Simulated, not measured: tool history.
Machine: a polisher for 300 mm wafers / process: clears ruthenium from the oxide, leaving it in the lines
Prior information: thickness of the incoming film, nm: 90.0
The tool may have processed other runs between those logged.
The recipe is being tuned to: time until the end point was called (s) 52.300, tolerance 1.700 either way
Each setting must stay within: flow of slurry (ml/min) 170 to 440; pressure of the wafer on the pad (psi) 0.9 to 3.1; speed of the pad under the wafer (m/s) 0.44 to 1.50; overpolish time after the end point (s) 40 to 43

run  hour  flow of slurry (ml/min)  pressure of the wafer on the pad (psi)  speed of the pad under the wafer (m/s)  overpolish time after the end point (s)  time until the end point was called (s)
  1   0.0                      280                                     2.0                                    0.96                                       40                                   80.848
  2   8.0                      280                                     1.5                                    0.96                                       40                                   98.836
  3  13.5                      280                                     1.5                                    1.14                                       40                                   83.257
  4  15.3                      280                                     1.9                                    1.14                                       40                                   71.026
  5  20.4                      280                                     1.6                                    1.14                                       40                                   80.717
  6  27.5                      280                                     1.9                                    1.14                                       40                                   70.995
  7  33.5                      280                                     1.9                                    1.14                                       40                                   71.668
  8  39.4                      280                                     2.2                                    1.14                                       40                                   65.226
  9  43.7                      280                                     2.4                                    1.14                                       40                                   59.721
 10  50.3                      280                                     2.5                                    1.14                                       40                                   58.849
 11  58.6                      280                                     2.6                                    1.14                                       40                                   57.709

Which single option among these 5 for the next run brings every result within its allowed miss of target? Just one does.
  A  66.9                      295                                     2.3                                    1.24                                       43                                        ?
  B  66.9                      280                                     2.5                                    1.14                                       40                                        ?
  C  66.9                      315                                     2.4                                    1.20                                       43                                        ?
  D  66.9                      250                                     2.7                                    1.22                                       40                                        ?
  E  66.9                      240                                     3.1                                    1.02                                       43                                        ?

move  time until the end point was called (s)
   A                                   56.610
   B                                   58.001
   C                                   56.281
   D                                   51.784
   E                                   55.561
A: gains on the last run, yet a result remains outside its allowed miss
B: moves away from the targets compared with the last run
C: gains on the last run, yet a result remains outside its allowed miss
D: every result within its allowed miss
E: gains on the last run, yet a result remains outside its allowed miss
Correct choice: D, which meets every target
